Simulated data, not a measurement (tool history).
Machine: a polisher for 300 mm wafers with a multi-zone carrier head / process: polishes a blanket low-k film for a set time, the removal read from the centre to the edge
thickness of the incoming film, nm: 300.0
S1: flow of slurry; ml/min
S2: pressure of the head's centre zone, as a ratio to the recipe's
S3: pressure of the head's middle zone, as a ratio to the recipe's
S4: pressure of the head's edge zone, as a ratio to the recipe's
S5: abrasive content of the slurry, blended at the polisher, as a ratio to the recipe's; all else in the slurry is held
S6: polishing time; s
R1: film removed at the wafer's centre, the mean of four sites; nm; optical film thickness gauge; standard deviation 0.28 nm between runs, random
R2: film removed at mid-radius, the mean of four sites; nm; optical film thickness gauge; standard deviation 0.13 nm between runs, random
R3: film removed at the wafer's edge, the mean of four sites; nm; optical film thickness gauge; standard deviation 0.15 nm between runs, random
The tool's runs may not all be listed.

{"run": 1, "hour": 0.0, "S1": 235, "S2": 1.0, "S3": 1.0, "S4": 1.0, "S5": 1.0, "S6": 55, "R1": 21.237, "R2": 19.876, "R3": 19.923}
{"run": 2, "hour": 2.0, "S1": 215, "S2": 1.0, "S3": 1.0, "S4": 1.0, "S5": 1.0, "S6": 55, "R1": 20.922, "R2": 19.745, "R3": 19.671}
{"run": 3, "hour": 5.8, "S1": 215, "S2": 1.0, "S3": 1.0, "S4": 1.0, "S5": 1.0, "S6": 62, "R1": 22.958, "R2": 22.134, "R3": 22.54}
{"run": 4, "hour": 14.7, "S1": 215, "S2": 1.0, "S3": 1.0, "S4": 0.97, "S5": 1.0, "S6": 62, "R1": 23.101, "R2": 22.446, "R3": 22.315}
{"run": 5, "hour": 21.4, "S1": 215, "S2": 0.94, "S3": 1.0, "S4": 0.97, "S5": 1.0, "S6": 62, "R1": 21.959, "R2": 22.374, "R3": 22.122}
{"run": 6, "hour": 29.6, "S1": 215, "S2": 0.94, "S3": 1.0, "S4": 0.97, "S5": 1.0, "S6": 53, "R1": 19.091, "R2": 19.002, "R3": 19.061}
{"run": 7, "hour": 37.3, "S1": 215, "S2": 0.94, "S3": 1.0, "S4": 0.97, "S5": 1.0, "S6": 53, "R1": 19.204, "R2": 19.05, "R3": 18.84}
{"run": 8, "hour": 46.2, "S1": 215, "S2": 0.95, "S3": 0.99, "S4": 0.97, "S5": 1.0, "S6": 53, "R1": 19.498, "R2": 18.836, "R3": 18.929}

Run 9, settings as shown, results not yet in. Your forecast:
{"run": 9, "hour": 53.4, "S1": 185, "S2": 1.01, "S3": 0.89, "S4": 0.93, "S5": 0.95, "S6": 53, "R1": "?", "R2": "?", "R3": "?"}

{"run 9": {"R1": 19.206, "R2": 16.345, "R3": 17.797}}

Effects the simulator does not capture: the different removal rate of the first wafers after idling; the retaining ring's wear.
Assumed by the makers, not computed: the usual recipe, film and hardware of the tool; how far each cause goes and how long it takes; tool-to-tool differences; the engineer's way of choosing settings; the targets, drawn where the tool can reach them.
